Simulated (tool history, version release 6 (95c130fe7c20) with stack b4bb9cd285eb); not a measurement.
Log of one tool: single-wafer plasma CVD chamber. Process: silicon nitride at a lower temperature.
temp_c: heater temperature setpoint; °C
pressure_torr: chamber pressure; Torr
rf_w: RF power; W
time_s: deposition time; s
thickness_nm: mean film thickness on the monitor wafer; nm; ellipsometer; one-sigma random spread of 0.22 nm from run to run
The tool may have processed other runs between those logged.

Run 1, day 0.000: temp_c 335 °C, pressure_torr 2.03 Torr, rf_w 230 W, time_s 31.3 s. Result: thickness_nm 34.323 nm.
Run 2, day 0.375: temp_c 335 °C, pressure_torr 2.14 Torr, rf_w 240 W, time_s 31.4 s. Result: thickness_nm 36.164 nm.
Run 3, day 0.662: temp_c 335 °C, pressure_torr 2.24 Torr, rf_w 250 W, time_s 31.5 s. Result: thickness_nm 37.561 nm.
Run 4, day 0.825: temp_c 335 °C, pressure_torr 2.24 Torr, rf_w 275 W, time_s 31.5 s. Result: thickness_nm 40.619 nm.
Run 5, day 0.888: temp_c 335 °C, pressure_torr 2.31 Torr, rf_w 275 W, time_s 31.5 s. Result: thickness_nm 40.825 nm.
Run 6, day 1.154: temp_c 335 °C, pressure_torr 2.37 Torr, rf_w 280 W, time_s 31.5 s. Result: thickness_nm 41.340 nm.
Run 7, day 1.446: temp_c 335 °C, pressure_torr 2.39 Torr, rf_w 285 W, time_s 31.5 s. Result: thickness_nm 42.170 nm.
Run 8, day 1.475: temp_c 335 °C, pressure_torr 2.41 Torr, rf_w 285 W, time_s 31.5 s. Result: thickness_nm 42.131 nm.
Run 9, day 1.642: temp_c 335 °C, pressure_torr 2.43 Torr, rf_w 285 W, time_s 31.5 s. Result: thickness_nm 42.224 nm.

The next listed run, before its measurement:
Run 10, day 1.925: temp_c 335 °C, pressure_torr 2.45 Torr, rf_w 285 W, time_s 31.5 s. Result: thickness_nm ?.

{"run 10": {"thickness_nm": 42.485}}

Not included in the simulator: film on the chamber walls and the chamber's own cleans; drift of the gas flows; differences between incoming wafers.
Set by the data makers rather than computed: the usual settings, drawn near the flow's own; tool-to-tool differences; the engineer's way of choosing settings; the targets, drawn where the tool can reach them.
